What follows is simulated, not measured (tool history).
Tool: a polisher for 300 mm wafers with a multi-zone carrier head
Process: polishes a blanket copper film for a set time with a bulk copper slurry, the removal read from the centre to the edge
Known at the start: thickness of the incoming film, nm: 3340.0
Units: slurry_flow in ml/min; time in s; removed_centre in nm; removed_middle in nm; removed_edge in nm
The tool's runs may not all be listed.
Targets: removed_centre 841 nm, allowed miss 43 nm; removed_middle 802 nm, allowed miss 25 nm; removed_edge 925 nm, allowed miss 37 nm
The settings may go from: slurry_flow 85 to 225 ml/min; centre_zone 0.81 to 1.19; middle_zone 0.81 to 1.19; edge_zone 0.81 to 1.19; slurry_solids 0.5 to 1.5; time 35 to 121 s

run,hour,slurry_flow,centre_zone,middle_zone,edge_zone,slurry_solids,time,removed_centre,removed_middle,removed_edge
1,0,145,1,1,1,1,78,710.19,715.71,719.89
2,4.5,150,1,0.99,1.02,1.05,78,737.51,707.35,722.97
3,12.8,150,1,0.95,1.02,1.05,78,742.98,686.57,731.48
4,14,150,0.92,0.95,1.02,1.05,78,692.57,683.16,729.25
5,18.3,135,0.92,0.95,1.02,1.05,78,666.75,675.24,720.06
6,22.9,135,0.92,0.95,1.04,1.1,79,674.24,691.39,741.82
7,30.8,140,0.92,0.95,1.06,1.15,80,667.68,707.92,767.19
8,33.1,145,0.93,0.94,1.07,1.2,81,735.96,721.22,792.52
9,39.5,150,0.93,0.94,1.08,1.2,81,728.22,720.89,797.6
10,44.6,155,0.93,0.94,1.09,1.25,81,738.6,730.86,820.95
11,50.2,160,0.93,0.94,1.1,1.25,81,748.17,733.94,812.31
12,52.1,160,0.93,0.94,1.11,1.3,82,751.07,748.1,840.15
13,57.8,165,0.93,0.94,1.12,1.3,82,774.86,755.32,852.4

4 next moves are on the table. One of them brings every result within its allowed miss. Which?
A,63.5,155,0.98,0.99,1.04,1.25,73,?,?,?
B,63.5,225,0.88,0.82,1.17,1.2,87,?,?,?
C,63.5,180,0.95,0.93,1.18,1.45,85,?,?,?
D,63.5,120,0.81,0.98,1.19,1.4,93,?,?,?

move,removed_centre,removed_middle,removed_edge
A,706.29,687.16,707.97
B,802.53,740.17,931.76
C,841.55,799.29,917.71
D,706.44,832.99,941.17
A: further off than the last run
B: brings the result that was furthest off to its target, and leaves another outside
C: meets every target
D: brings the result that was furthest off to its target, and leaves another outside
The right move is C.
